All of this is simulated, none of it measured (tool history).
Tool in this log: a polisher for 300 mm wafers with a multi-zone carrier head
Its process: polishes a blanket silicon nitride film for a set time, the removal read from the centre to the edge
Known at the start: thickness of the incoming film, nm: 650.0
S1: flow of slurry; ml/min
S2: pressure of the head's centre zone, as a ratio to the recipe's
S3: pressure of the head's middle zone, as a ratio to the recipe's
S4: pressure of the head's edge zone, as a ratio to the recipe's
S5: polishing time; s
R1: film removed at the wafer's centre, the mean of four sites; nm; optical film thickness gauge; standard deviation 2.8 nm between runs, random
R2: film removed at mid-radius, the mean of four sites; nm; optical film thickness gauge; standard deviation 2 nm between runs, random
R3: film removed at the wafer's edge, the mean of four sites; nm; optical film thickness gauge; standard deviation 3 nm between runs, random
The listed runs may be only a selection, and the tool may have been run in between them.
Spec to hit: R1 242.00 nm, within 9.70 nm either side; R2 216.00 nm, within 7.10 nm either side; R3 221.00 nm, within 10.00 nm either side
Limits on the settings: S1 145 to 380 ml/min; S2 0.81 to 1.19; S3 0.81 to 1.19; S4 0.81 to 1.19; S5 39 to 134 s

{"run": 1, "hour": 0.0, "S1": 245, "S2": 1.0, "S3": 1.0, "S4": 1.0, "S5": 86, "R1": 163.68, "R2": 166.33, "R3": 164.82}
{"run": 2, "hour": 6.1, "S1": 215, "S2": 1.0, "S3": 1.0, "S4": 1.0, "S5": 86, "R1": 159.21, "R2": 159.96, "R3": 163.22}
{"run": 3, "hour": 9.0, "S1": 215, "S2": 1.0, "S3": 1.0, "S4": 0.94, "S5": 86, "R1": 160.94, "R2": 164.85, "R3": 158.8}
{"run": 4, "hour": 11.0, "S1": 215, "S2": 0.94, "S3": 1.0, "S4": 0.94, "S5": 86, "R1": 151.3, "R2": 161.47, "R3": 156.05}
{"run": 5, "hour": 13.5, "S1": 215, "S2": 0.94, "S3": 1.04, "S4": 0.94, "S5": 86, "R1": 152.29, "R2": 165.62, "R3": 162.03}
{"run": 6, "hour": 20.9, "S1": 215, "S2": 0.94, "S3": 1.04, "S4": 0.98, "S5": 86, "R1": 147.21, "R2": 169.28, "R3": 164.24}
{"run": 7, "hour": 23.9, "S1": 230, "S2": 1.0, "S3": 1.04, "S4": 1.01, "S5": 90, "R1": 170.02, "R2": 178.59, "R3": 173.51}
{"run": 8, "hour": 30.1, "S1": 230, "S2": 1.03, "S3": 1.04, "S4": 1.04, "S5": 94, "R1": 180.92, "R2": 185.33, "R3": 179.8}

Which one of the following 5 next-run settings gets every result inside its allowed miss? There is exactly one.
{"run": "A", "hour": 36.3, "S1": 270, "S2": 1.09, "S3": 1.11, "S4": 1.01, "S5": 77, "R1": "?", "R2": "?", "R3": "?"}
{"run": "B", "hour": 36.3, "S1": 330, "S2": 1.12, "S3": 1.0, "S4": 1.07, "S5": 110, "R1": "?", "R2": "?", "R3": "?"}
{"run": "C", "hour": 36.3, "S1": 170, "S2": 1.16, "S3": 1.1, "S4": 0.98, "S5": 106, "R1": "?", "R2": "?", "R3": "?"}
{"run": "D", "hour": 36.3, "S1": 175, "S2": 1.08, "S3": 1.11, "S4": 0.99, "S5": 114, "R1": "?", "R2": "?", "R3": "?"}
{"run": "E", "hour": 36.3, "S1": 235, "S2": 0.91, "S3": 1.19, "S4": 1.05, "S5": 76, "R1": "?", "R2": "?", "R3": "?"}

move=A R1=158.44 R2=162.77 R3=148.80
move=B R1=237.22 R2=216.66 R3=220.57
move=C R1=218.18 R2=210.23 R3=194.44
move=D R1=219.38 R2=228.89 R3=210.49
move=E R1=128.34 R2=168.26 R3=147.21
A: lands further from the targets than the last run did
B: hits every target within its allowed miss
C: nearer than the last run, and not there yet
D: nearer than the last run, and not there yet
E: lands further from the targets than the last run did
Go with B: it meets all targets.
